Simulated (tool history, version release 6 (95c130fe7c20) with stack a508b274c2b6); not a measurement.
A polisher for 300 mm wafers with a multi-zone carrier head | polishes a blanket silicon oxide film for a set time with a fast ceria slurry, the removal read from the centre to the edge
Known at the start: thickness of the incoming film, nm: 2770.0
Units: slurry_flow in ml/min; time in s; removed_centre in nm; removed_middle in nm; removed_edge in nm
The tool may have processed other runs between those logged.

run	hour	slurry_flow	centre_zone	middle_zone	edge_zone	time	removed_centre	removed_middle	removed_edge
1	0	290	1	1	1	41	989.85	1076.9	1065.3
2	1.6	290	1	1.04	1	41	1004.1	1106.7	1080.5
3	8.1	290	1	1.07	1	41	1008.4	1135.9	1043.5
4	10.1	290	1	1.07	1	34	818.59	950.69	863.37
5	14.8	295	1.03	1.08	1.01	36	901.26	1003.3	949.69
6	22.6	300	1.05	1.1	0.99	38	972.08	1061.3	997.5
7	27.1	295	1.07	1.11	0.96	40	1037.4	1131	1029.6
8	30.7	295	1.07	1.11	0.96	40	1041.5	1123.6	994.67
9	35.7	300	1.09	1.12	0.96	41	1097.6	1189.5	1049.8

Run 10 comes next. What will it give?
10	38.4	300	1.09	1.12	0.96	41	?	?	?

{"run 10": {"removed_centre": 1099.8, "removed_middle": 1159.5, "removed_edge": 1039}}

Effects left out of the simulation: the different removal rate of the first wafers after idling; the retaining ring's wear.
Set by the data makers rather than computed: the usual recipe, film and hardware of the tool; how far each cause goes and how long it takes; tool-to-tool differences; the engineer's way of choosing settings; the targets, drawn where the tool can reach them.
